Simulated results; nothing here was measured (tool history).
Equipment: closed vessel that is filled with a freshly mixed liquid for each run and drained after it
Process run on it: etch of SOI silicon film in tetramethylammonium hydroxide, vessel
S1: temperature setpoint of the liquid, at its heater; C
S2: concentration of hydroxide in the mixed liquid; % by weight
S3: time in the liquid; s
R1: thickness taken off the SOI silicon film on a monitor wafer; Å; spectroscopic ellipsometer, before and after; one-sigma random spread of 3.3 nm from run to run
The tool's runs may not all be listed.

| run | hour | S1 | S2 | S3 | R1 |
|---|---|---|---|---|---|
| 1 | 0 | 63 | 17 | 95 | 3701.8 |
| 2 | 4.6 | 60.5 | 17 | 95 | 3225.8 |
| 3 | 9 | 62 | 17 | 95 | 3542.4 |
| 4 | 13.1 | 63 | 17 | 95 | 3715.7 |
| 5 | 19.9 | 63 | 13.5 | 95 | 4151.9 |
| 6 | 28.4 | 63 | 13.5 | 100 | 4304 |

What will run 7 give?
| 7 | 35.2 | 63.5 | 13.5 | 100 | ? |

Run 7 yielded R1 4444.1 Å.
